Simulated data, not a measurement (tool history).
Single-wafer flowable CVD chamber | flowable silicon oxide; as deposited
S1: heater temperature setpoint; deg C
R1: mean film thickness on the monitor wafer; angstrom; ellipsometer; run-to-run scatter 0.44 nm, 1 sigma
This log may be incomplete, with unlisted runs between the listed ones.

{"run": 1, "hour": 0.0, "S1": 105, "chamber pressure (Torr)": 0.592, "RF power (W)": 2275, "deposition time (s)": 225, "R1": 897.37}
{"run": 2, "hour": 4.8, "S1": 105, "chamber pressure (Torr)": 0.51, "RF power (W)": 2275, "deposition time (s)": 225, "R1": 780.94}
{"run": 3, "hour": 8.2, "S1": 111, "chamber pressure (Torr)": 0.51, "RF power (W)": 2275, "deposition time (s)": 225, "R1": 621.24}
{"run": 4, "hour": 13.6, "S1": 108, "chamber pressure (Torr)": 0.51, "RF power (W)": 2275, "deposition time (s)": 225, "R1": 693.64}
{"run": 5, "hour": 19.2, "S1": 99, "chamber pressure (Torr)": 0.51, "RF power (W)": 2275, "deposition time (s)": 225, "R1": 979.93}
{"run": 6, "hour": 21.7, "S1": 98, "chamber pressure (Torr)": 0.51, "RF power (W)": 2275, "deposition time (s)": 225, "R1": 1008.3}
{"run": 7, "hour": 29.3, "S1": 97, "chamber pressure (Torr)": 0.51, "RF power (W)": 2275, "deposition time (s)": 225, "R1": 1050.6}
{"run": 8, "hour": 33.3, "S1": 96, "chamber pressure (Torr)": 0.51, "RF power (W)": 2275, "deposition time (s)": 225, "R1": 1086.8}
{"run": 9, "hour": 40.4, "S1": 85, "chamber pressure (Torr)": 0.51, "RF power (W)": 2275, "deposition time (s)": 225, "R1": 1602.8}

The next listed run, before its measurement:
{"run": 10, "hour": 42.3, "S1": 87, "chamber pressure (Torr)": 0.51, "RF power (W)": 2275, "deposition time (s)": 225, "R1": "?"}

Run 10 gave R1 1503.3 angstrom.
